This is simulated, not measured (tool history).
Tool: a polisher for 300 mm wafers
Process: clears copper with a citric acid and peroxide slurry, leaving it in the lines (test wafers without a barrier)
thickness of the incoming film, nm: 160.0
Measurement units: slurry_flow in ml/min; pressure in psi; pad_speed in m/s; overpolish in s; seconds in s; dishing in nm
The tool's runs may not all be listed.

run  hour  slurry_flow  pressure  pad_speed  slurry_solids  overpolish  seconds  dishing
  1     0          125       2.5       0.94              1          30   113.21    27.26
  2   0.8          150       2.5       0.94              1          30   107.73   27.555
  3   8.9          155       2.7       0.94              1          24   98.919   24.669
  4  16.8          155         3       0.94              1          24   91.526   26.668
  5  19.3          160       3.1       0.94              1          20   90.789   23.513
  6  20.5          165       3.3       0.94              1          18   84.789   22.841

Forecast run 7:
  7  27.3          170       3.7       0.94              1          14        ?        ?

{"run 7": {"seconds": 73.5, "dishing": 19.893}}
